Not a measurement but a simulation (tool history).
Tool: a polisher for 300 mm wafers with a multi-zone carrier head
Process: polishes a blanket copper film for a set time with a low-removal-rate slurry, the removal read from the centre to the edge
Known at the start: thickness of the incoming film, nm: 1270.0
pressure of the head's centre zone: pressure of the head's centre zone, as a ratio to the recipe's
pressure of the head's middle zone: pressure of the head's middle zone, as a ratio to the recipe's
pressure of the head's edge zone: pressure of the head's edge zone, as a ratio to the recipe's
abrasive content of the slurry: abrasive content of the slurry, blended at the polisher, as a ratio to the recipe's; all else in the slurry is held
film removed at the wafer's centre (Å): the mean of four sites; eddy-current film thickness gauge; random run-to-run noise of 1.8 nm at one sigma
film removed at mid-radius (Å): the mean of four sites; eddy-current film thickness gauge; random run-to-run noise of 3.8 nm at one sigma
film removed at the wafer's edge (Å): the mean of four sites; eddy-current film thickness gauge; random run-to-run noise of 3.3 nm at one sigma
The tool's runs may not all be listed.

run,hour,flow of slurry (ml/min),pressure of the head's centre zone,pressure of the head's middle zone,pressure of the head's edge zone,abrasive content of the slurry,polishing time (s),film removed at the wafer's centre (Å),film removed at mid-radius (Å),film removed at the wafer's edge (Å)
1,0,245,1,1,1,1,72,2097.1,2078.6,2046.9
2,5.7,250,1.01,1.01,1.02,1.1,73,2194.3,2144.9,2140.1
3,11.4,255,1.02,1.03,1.04,1.15,74,2281.1,2297.6,2213.1
4,16.4,260,1.03,1.03,1.06,1.2,74,2312.8,2369.7,2275.2
5,21,260,1.03,1.03,1.06,1.1,74,2338.1,2265.3,2229.9
6,25.7,260,1.03,1.03,1.06,1.1,59,1821.8,1815.2,1796.4
7,30.3,265,1.04,1.03,1.08,1.15,62,1987.5,1879,1877.7
8,31.2,255,1.04,1.03,1.09,1.2,65,2058.4,1991.3,2049.7
9,35.3,250,1.06,1.04,1.1,1.25,66,2182.3,2115.4,2078.2

Estimate the outcome of run 10 from the log above:
10,41.1,250,1.06,1.04,1.11,1.3,68,?,?,?

film removed at the wafer's centre (Å): 2265
film removed at mid-radius (Å): 2189.8
film removed at the wafer's edge (Å): 2145
